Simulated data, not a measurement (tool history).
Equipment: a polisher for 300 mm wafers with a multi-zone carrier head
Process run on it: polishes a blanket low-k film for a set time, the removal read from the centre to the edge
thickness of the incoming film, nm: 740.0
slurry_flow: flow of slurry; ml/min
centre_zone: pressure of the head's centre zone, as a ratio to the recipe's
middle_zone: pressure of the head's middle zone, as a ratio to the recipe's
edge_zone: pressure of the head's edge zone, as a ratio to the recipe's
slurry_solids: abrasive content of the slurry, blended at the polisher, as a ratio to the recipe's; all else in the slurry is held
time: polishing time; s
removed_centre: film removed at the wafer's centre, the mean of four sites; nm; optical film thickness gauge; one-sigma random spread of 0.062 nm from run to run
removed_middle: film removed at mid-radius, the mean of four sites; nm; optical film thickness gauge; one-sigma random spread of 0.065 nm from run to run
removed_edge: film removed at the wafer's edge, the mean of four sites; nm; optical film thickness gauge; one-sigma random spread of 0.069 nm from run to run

run	day	slurry_flow	centre_zone	middle_zone	edge_zone	slurry_solids	time	removed_centre	removed_middle	removed_edge
1	0	275	1	1	1	1	30	11.969	12.296	12.072
2	0.317	275	0.99	1	0.99	0.95	29	11.314	11.634	11.457
3	0.625	275	0.98	1.01	0.98	0.9	28	10.538	10.944	10.943
4	0.875	275	0.95	1.01	0.98	0.9	28	10.234	10.984	10.735
5	0.912	275	0.94	1.02	0.96	0.85	27	9.5691	10.299	9.9762
6	1.217	275	0.94	1.02	0.96	0.85	33	11.606	12.493	12.324

What will run 7 give?
7	1.388	275	0.93	1.03	0.95	0.8	31	?	?	?

Run 7 yielded removed_centre 10.299 nm, removed_middle 11.6 nm, removed_edge 10.932 nm.
